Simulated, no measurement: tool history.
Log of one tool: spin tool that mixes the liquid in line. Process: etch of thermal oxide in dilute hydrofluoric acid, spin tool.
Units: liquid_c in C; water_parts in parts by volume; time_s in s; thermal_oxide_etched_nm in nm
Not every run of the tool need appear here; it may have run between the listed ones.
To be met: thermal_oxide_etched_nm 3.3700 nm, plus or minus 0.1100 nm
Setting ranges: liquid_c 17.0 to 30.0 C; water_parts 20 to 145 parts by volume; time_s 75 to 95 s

Run 1, day 0.000: liquid_c 22.0 C, water_parts 80 parts by volume, time_s 95 s. Result: thermal_oxide_etched_nm 4.7486 nm.
Run 2, day 0.325: liquid_c 22.0 C, water_parts 80 parts by volume, time_s 75 s. Result: thermal_oxide_etched_nm 3.7634 nm.
Run 3, day 0.454: liquid_c 22.0 C, water_parts 80 parts by volume, time_s 95 s. Result: thermal_oxide_etched_nm 4.7552 nm.
Run 4, day 0.583: liquid_c 20.5 C, water_parts 85 parts by volume, time_s 95 s. Result: thermal_oxide_etched_nm 4.1459 nm.
Run 5, day 0.750: liquid_c 19.5 C, water_parts 90 parts by volume, time_s 95 s. Result: thermal_oxide_etched_nm 3.7436 nm.
Run 6, day 0.812: liquid_c 19.5 C, water_parts 90 parts by volume, time_s 95 s. Result: thermal_oxide_etched_nm 3.7660 nm.
Run 7, day 1.100: liquid_c 19.0 C, water_parts 90 parts by volume, time_s 95 s. Result: thermal_oxide_etched_nm 3.6835 nm.
Run 8, day 1.154: liquid_c 18.5 C, water_parts 90 parts by volume, time_s 95 s. Result: thermal_oxide_etched_nm 3.6303 nm.

Which one of the following 5 next-run settings gets every result inside its allowed miss? There is exactly one.
Run A, day 1.208: liquid_c 18.0 C, water_parts 95 parts by volume, time_s 95 s. Result: thermal_oxide_etched_nm ?.
Run B, day 1.208: liquid_c 20.5 C, water_parts 95 parts by volume, time_s 80 s. Result: thermal_oxide_etched_nm ?.
Run C, day 1.208: liquid_c 19.5 C, water_parts 100 parts by volume, time_s 90 s. Result: thermal_oxide_etched_nm ?.
Run D, day 1.208: liquid_c 17.0 C, water_parts 90 parts by volume, time_s 90 s. Result: thermal_oxide_etched_nm ?.
Run E, day 1.208: liquid_c 17.0 C, water_parts 80 parts by volume, time_s 75 s. Result: thermal_oxide_etched_nm ?.

move  thermal_oxide_etched_nm
   A                   3.3341
   B                   3.1145
   C                   3.1766
   D                   3.2134
   E                   3.0448
A: hits every target within its allowed miss
B: moves the result that the last run missed by most past its target, out the other side
C: moves the result that the last run missed by most past its target, out the other side
D: moves the result that the last run missed by most past its target, out the other side
E: moves the result that the last run missed by most past its target, out the other side
The right move is A.
